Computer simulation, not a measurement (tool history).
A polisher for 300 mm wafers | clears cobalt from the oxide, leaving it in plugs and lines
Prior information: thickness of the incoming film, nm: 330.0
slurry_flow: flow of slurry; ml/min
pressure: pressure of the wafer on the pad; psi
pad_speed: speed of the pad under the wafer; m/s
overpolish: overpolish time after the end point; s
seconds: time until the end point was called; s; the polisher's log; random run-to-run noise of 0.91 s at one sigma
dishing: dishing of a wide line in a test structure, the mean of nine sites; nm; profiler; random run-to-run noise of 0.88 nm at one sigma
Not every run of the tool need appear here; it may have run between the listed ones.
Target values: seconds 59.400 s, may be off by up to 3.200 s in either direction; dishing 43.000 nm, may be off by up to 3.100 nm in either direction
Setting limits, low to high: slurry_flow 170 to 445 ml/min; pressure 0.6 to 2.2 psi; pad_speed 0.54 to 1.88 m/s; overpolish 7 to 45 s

Run 1, hour 0.0: slurry_flow 285 ml/min, pressure 1.4 psi, pad_speed 1.20 m/s, overpolish 23 s. Result: seconds 107.130 s, dishing 55.964 nm.
Run 2, hour 6.4: slurry_flow 285 ml/min, pressure 1.6 psi, pad_speed 1.22 m/s, overpolish 19 s. Result: seconds 92.720 s, dishing 51.924 nm.
Run 3, hour 10.2: slurry_flow 285 ml/min, pressure 1.6 psi, pad_speed 1.22 m/s, overpolish 22 s. Result: seconds 91.480 s, dishing 60.335 nm.
Run 4, hour 18.3: slurry_flow 285 ml/min, pressure 2.0 psi, pad_speed 1.22 m/s, overpolish 22 s. Result: seconds 74.203 s, dishing 67.615 nm.
Run 5, hour 22.3: slurry_flow 285 ml/min, pressure 2.0 psi, pad_speed 1.24 m/s, overpolish 19 s. Result: seconds 72.662 s, dishing 61.638 nm.
At hour 23.8: head pressure recalibrated.
Run 6, hour 23.8: slurry_flow 285 ml/min, pressure 2.0 psi, pad_speed 1.24 m/s, overpolish 13 s. Result: seconds 67.504 s, dishing 51.490 nm.
Run 7, hour 31.9: slurry_flow 285 ml/min, pressure 2.0 psi, pad_speed 1.24 m/s, overpolish 12 s. Result: seconds 66.447 s, dishing 49.180 nm.
Run 8, hour 33.3: slurry_flow 285 ml/min, pressure 2.0 psi, pad_speed 1.24 m/s, overpolish 11 s. Result: seconds 67.300 s, dishing 44.591 nm.

Of the 5 settings listed for the next run, only one would bring every result within its allowed miss of target. Which one?
Run A, hour 34.7: slurry_flow 345 ml/min, pressure 2.2 psi, pad_speed 1.46 m/s, overpolish 8 s. Result: seconds ?, dishing ?.
Run B, hour 34.7: slurry_flow 310 ml/min, pressure 2.2 psi, pad_speed 1.50 m/s, overpolish 10 s. Result: seconds ?, dishing ?.
Run C, hour 34.7: slurry_flow 280 ml/min, pressure 2.2 psi, pad_speed 1.48 m/s, overpolish 11 s. Result: seconds ?, dishing ?.
Run D, hour 34.7: slurry_flow 270 ml/min, pressure 1.8 psi, pad_speed 1.20 m/s, overpolish 12 s. Result: seconds ?, dishing ?.
Run E, hour 34.7: slurry_flow 300 ml/min, pressure 2.0 psi, pad_speed 1.42 m/s, overpolish 9 s. Result: seconds ?, dishing ?.

move  seconds  dishing
   A   53.695   44.018
   B   53.018   52.320
   C   54.149   55.087
   D   78.281   45.024
   E   61.062   43.670
A: takes the result that was furthest off past its target
B: takes the result that was furthest off past its target
C: takes the result that was furthest off past its target
D: moves away from the targets compared with the last run
E: meets every target
Answer: E

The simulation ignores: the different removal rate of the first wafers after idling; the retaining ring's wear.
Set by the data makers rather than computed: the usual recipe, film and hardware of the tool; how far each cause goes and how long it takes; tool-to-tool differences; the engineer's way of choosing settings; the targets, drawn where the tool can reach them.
